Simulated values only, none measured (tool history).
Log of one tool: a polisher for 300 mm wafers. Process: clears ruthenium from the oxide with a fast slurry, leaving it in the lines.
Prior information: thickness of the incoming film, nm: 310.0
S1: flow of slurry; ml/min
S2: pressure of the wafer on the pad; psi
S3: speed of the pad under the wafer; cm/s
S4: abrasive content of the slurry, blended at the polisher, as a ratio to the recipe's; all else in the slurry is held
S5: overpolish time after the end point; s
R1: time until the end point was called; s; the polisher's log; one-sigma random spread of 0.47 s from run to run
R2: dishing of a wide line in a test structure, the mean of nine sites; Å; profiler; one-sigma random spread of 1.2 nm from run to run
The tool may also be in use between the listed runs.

Run 1, hour 0.0: S1 210 ml/min, S2 2.2 psi, S3 128 cm/s, S4 1.0, S5 20 s. Result: R1 87.131 s, R2 432.96 Å.
Run 2, hour 5.2: S1 210 ml/min, S2 2.6 psi, S3 136 cm/s, S4 1.0, S5 19 s. Result: R1 70.816 s, R2 475.31 Å.
Run 3, hour 6.8: S1 210 ml/min, S2 2.6 psi, S3 136 cm/s, S4 1.0, S5 22 s. Result: R1 70.527 s, R2 512.87 Å.
Run 4, hour 10.1: S1 155 ml/min, S2 2.6 psi, S3 136 cm/s, S4 1.0, S5 22 s. Result: R1 73.881 s, R2 499.08 Å.
Run 5, hour 12.7: S1 155 ml/min, S2 2.4 psi, S3 136 cm/s, S4 1.0, S5 22 s. Result: R1 78.917 s, R2 474.45 Å.
At hour 19.3: head pressure recalibrated.
Run 6, hour 19.3: S1 155 ml/min, S2 2.4 psi, S3 136 cm/s, S4 1.0, S5 26 s. Result: R1 74.168 s, R2 538.75 Å.
Run 7, hour 23.9: S1 165 ml/min, S2 2.7 psi, S3 150 cm/s, S4 1.0, S5 24 s. Result: R1 59.884 s, R2 595.19 Å.

Run 8 has not been measured yet. What should we expect?
Run 8, hour 25.9: S1 165 ml/min, S2 2.7 psi, S3 150 cm/s, S4 1.0, S5 24 s. Result: R1 ?, R2 ?.

R1: 61.301 s
R2: 586.11 Å
